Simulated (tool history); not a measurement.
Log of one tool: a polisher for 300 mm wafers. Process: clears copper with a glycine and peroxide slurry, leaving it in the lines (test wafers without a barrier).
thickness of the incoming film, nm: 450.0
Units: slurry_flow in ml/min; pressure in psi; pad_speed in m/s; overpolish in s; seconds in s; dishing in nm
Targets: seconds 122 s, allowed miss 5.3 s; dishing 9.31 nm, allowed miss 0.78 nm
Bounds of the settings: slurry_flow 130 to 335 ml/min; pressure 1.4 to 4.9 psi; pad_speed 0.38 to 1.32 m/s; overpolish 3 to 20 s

run,hour,slurry_flow,pressure,pad_speed,overpolish,seconds,dishing
1,0,215,3.1,0.84,10,95.266,35.016
2,4.6,215,3.1,0.64,10,118.36,30.015
3,5.6,245,3.1,0.64,10,117.54,29.378
4,7.5,205,3.1,0.64,10,118.74,28.479
5,10.7,205,3.8,0.64,10,99.682,32.715
6,16.3,185,3.8,0.58,8,110.83,26.09
7,25.3,170,3.9,0.54,7,114.37,22.243
8,32,160,4,0.5,6,122.75,18.027
9,33.9,155,4.1,0.48,5,122.93,15.405
10,36.6,150,4.2,0.46,5,127.87,14.903
11,41,145,4.4,0.44,5,126.75,15.054
12,44,140,4.5,0.42,5,131.01,14.68
13,52.1,140,4.6,0.42,5,128.92,14.781
14,59.1,140,4.7,0.42,5,125.29,15.1
15,68,135,4.8,0.4,4,132.33,11.906
16,69.6,165,4.8,0.4,4,125.99,12.036
17,70.4,225,3.9,0.44,3,132.33,8.8389
# hour 76.2: worn pad replaced by a new one
18,76.2,225,4,0.44,3,114.09,10.204

5 next moves are on the table. One of them brings every result within its allowed miss. Which?
A,82,155,3.1,0.58,3,?,?
B,82,200,3.5,0.4,4,?,?
C,82,160,4,0.56,3,?,?
D,82,240,3.9,0.48,3,?,?
E,82,205,3.5,0.42,4,?,?

move,seconds,dishing
A,122.16,9.5431
B,140,11.077
C,102.44,11.331
D,110.7,10.523
E,134.83,11.481
A: meets every target
B: takes the result that was furthest off past its target
C: further off than the last run
D: further off than the last run
E: takes the result that was furthest off past its target
Move A is the one to make.
